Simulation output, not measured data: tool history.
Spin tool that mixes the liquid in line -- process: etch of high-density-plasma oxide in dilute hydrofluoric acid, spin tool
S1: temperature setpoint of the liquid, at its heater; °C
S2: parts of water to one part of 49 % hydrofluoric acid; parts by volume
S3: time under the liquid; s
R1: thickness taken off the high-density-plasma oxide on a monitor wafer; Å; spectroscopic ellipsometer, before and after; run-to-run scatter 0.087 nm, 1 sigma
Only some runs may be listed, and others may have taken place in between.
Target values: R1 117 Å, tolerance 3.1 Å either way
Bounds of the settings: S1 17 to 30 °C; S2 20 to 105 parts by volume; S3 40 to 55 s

run 1 day=0 | S1=22 S2=55 S3=55 | R1=65.557
run 2 day=0.329 | S1=20.5 S2=55 S3=55 | R1=62.138
run 3 day=0.588 | S1=22 S2=50 S3=55 | R1=73.016
run 4 day=0.958 | S1=20 S2=50 S3=55 | R1=67.188
run 5 day=1.046 | S1=22 S2=50 S3=55 | R1=73.092
run 6 day=1.329 | S1=24.5 S2=50 S3=55 | R1=81.229
run 7 day=1.633 | S1=25.5 S2=50 S3=55 | R1=84.281
run 8 day=1.95 | S1=26.5 S2=50 S3=55 | R1=88.709
run 9 day=2.033 | S1=27 S2=50 S3=55 | R1=90.197
run 10 day=2.129 | S1=27.5 S2=50 S3=55 | R1=92.096

Consider the 5 candidate settings below. Which is the only one whose results all fall within their allowed miss of target?
run A day=2.225 | S1=27.5 S2=40 S3=55 | R1=?
run B day=2.225 | S1=28 S2=45 S3=40 | R1=?
run C day=2.225 | S1=25 S2=35 S3=45 | R1=?
run D day=2.225 | S1=22.5 S2=45 S3=45 | R1=?
run E day=2.225 | S1=28.5 S2=35 S3=50 | R1=?

move=A R1=117.5
move=B R1=76.938
move=C R1=99.91
move=D R1=69.111
move=E R1=128.06
A: each result inside its tolerance
B: its largest miss is bigger than the last run's
C: nearer the targets than the last run, but a result is still out of spec
D: its largest miss is bigger than the last run's
E: carries the result that was furthest off beyond its target, to the other side
Move A is the one to make.
